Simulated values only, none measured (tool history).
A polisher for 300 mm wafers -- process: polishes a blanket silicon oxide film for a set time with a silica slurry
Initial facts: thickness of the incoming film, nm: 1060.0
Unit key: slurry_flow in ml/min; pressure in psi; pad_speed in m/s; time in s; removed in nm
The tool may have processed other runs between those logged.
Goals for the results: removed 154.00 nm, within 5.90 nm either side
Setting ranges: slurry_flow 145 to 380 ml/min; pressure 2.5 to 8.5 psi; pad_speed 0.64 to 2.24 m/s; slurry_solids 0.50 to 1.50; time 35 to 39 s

| run | hour | slurry_flow | pressure | pad_speed | slurry_solids | time | removed |
|---|---|---|---|---|---|---|---|
| 1 | 0.0 | 245 | 5.5 | 1.44 | 1.00 | 39 | 176.00 |
| 2 | 8.1 | 245 | 5.5 | 1.76 | 1.00 | 39 | 201.97 |
| 3 | 16.9 | 245 | 5.2 | 1.76 | 1.00 | 39 | 195.04 |
| 4 | 19.2 | 245 | 4.9 | 1.76 | 1.00 | 39 | 189.68 |
| 5 | 24.7 | 245 | 4.6 | 1.76 | 1.00 | 39 | 174.28 |
| 6 | 26.3 | 245 | 4.5 | 1.76 | 1.00 | 39 | 174.89 |
| 7 | 31.6 | 245 | 4.3 | 1.76 | 1.00 | 39 | 164.71 |
|  | 35.3 | slurry blender recalibrated |
| 8 | 35.3 | 245 | 4.2 | 1.76 | 1.00 | 39 | 180.15 |
| 9 | 41.7 | 245 | 3.9 | 1.74 | 1.00 | 39 | 171.83 |
| 10 | 46.2 | 245 | 3.7 | 1.72 | 1.00 | 39 | 162.80 |

Which single option among these 4 for the next run brings every result within its allowed miss of target? Just one does.
| A | 50.7 | 200 | 4.7 | 1.22 | 1.05 | 39 | ? |
| B | 50.7 | 180 | 4.5 | 1.72 | 1.20 | 35 | ? |
| C | 50.7 | 175 | 4.6 | 1.56 | 0.95 | 39 | ? |
| D | 50.7 | 220 | 4.1 | 1.80 | 1.00 | 39 | ? |

| move | removed |
|---|---|
| A | 154.87 |
| B | 177.89 |
| C | 169.82 |
| D | 181.97 |
A: all results land within tolerance of their targets
B: misses by more than the last run did
C: misses by more than the last run did
D: misses by more than the last run did
So the answer is move A, the one that meets all the targets.

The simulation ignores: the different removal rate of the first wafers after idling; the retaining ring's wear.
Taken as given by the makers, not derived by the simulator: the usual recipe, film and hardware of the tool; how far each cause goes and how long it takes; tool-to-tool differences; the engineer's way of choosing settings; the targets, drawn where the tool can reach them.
